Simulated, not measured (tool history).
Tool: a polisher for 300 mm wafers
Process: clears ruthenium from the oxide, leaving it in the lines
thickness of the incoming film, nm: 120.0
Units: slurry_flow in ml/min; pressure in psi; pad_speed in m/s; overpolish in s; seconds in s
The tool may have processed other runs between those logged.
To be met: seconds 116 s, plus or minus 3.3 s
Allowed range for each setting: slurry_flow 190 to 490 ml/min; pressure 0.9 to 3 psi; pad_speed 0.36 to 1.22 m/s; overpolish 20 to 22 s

run,hour,slurry_flow,pressure,pad_speed,overpolish,seconds
1,0,315,1.9,0.78,20,164.22
2,5.2,315,2,0.78,20,155.92
3,7.1,315,2,0.68,20,178.4
4,8.5,315,2,0.68,22,181.4
5,15.8,315,2,0.68,22,175.93
6,19.7,315,2,0.54,22,220.89
7,27.1,315,2.2,0.56,22,198.51
8,35.9,315,2.2,0.56,22,198.8
9,43.3,315,2.4,0.6,22,169.71
10,49.1,315,2.5,0.62,22,159.74
11,51,315,2.6,0.64,22,151.24
12,54.8,315,2.7,0.66,22,140.71
13,59.2,320,3,0.7,22,119.55

Which one of the following 4 next-run settings gets every result inside its allowed miss? There is exactly one.
A,63.6,280,3,0.68,22,?
B,63.6,305,3,0.68,22,?
C,63.6,330,2.9,0.68,22,?
D,63.6,315,2.9,0.76,20,?

move,seconds
A,125.37
B,124.6
C,127.86
D,115.18
A: the biggest miss grows against the last run
B: the biggest miss grows against the last run
C: the biggest miss grows against the last run
D: each result inside its tolerance
Correct choice: D, which meets every target

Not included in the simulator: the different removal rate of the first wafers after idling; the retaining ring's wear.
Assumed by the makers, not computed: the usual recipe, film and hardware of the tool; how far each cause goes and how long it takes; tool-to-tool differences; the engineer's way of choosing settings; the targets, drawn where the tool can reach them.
